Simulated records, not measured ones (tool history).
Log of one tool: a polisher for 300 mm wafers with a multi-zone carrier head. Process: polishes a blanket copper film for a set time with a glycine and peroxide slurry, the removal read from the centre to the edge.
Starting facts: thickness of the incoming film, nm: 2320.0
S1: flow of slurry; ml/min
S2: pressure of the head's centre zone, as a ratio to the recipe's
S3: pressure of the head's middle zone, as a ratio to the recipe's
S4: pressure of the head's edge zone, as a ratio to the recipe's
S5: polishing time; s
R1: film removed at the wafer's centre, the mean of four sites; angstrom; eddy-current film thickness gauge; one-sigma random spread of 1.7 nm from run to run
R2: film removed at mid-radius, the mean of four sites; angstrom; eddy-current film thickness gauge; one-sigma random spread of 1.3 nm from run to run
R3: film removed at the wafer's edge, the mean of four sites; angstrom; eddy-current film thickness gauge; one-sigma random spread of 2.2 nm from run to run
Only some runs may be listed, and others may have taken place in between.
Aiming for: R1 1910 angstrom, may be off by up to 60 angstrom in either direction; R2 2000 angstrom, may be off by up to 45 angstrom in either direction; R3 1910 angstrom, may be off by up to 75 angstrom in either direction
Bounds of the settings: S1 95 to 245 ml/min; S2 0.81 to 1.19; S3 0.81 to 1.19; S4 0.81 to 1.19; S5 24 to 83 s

run  hour   S1    S2    S3    S4  S5      R1      R2      R3
  1     0  155     1     1     1  53  2914.7  2658.6  2649.6
  2   6.3  155     1  0.93     1  53  2860.4  2494.5  2666.3
  3    10  150  0.98  0.93  0.98  52  2802.3  2423.8  2632.8
  4  13.7  150  0.97  0.95  0.98  50  2601.1  2379.7  2517.3
  5  17.7  150  0.97  1.02  0.98  50  2607.3  2524.5  2440.9
  6  18.4  150  1.05  1.02  0.98  50  2849.2  2504.7  2515.3
  7  20.9  150  1.03  1.02  0.97  49  2759.2  2475.5  2444.1
  8  28.5  150  1.01  1.02  0.96  48  2630.2  2400.2  2377.8
     31.8  -- centre zone pressure recalibrated
  9  31.8  120  0.91  1.02  0.86  41  1739.4  1966.6  1880.9
 10  36.8  125  0.91  1.02  0.86  41  1755.5  1994.1  1887.4
 11  43.4  125  0.92  1.02  0.86  41  1744.5  1994.1    1902
 12  44.7  130  0.93  1.02  0.86  41  1800.2  1991.4  1866.9
 13  53.3  135  0.94  1.01  0.88  41  1856.6  2006.6  1950.9
 14  57.8  135  0.94  1.01  0.88  41  1819.1  1997.3  1943.7

Next run, 4 choices. One meets every target within its allowed miss, the rest don't. Which?
  A  62.3  105  0.88  0.97  0.95  45   ?   ?   ?
  B  62.3  155  0.92  1.01  0.85  39   ?   ?   ?
  C  62.3  145  0.99  1.05  0.94  39   ?   ?   ?
  D  62.3  165  0.83  0.96  0.85  40   ?   ?   ?

move      R1      R2      R3
   A  1768.1  1978.5  2063.5
   B  1797.4  1961.9  1837.4
   C  1905.3  1998.2  1889.5
   D  1684.1  1952.7  1902.6
A: the biggest miss grows against the last run
B: the biggest miss grows against the last run
C: in spec on every target
D: the biggest miss grows against the last run
Answer: C
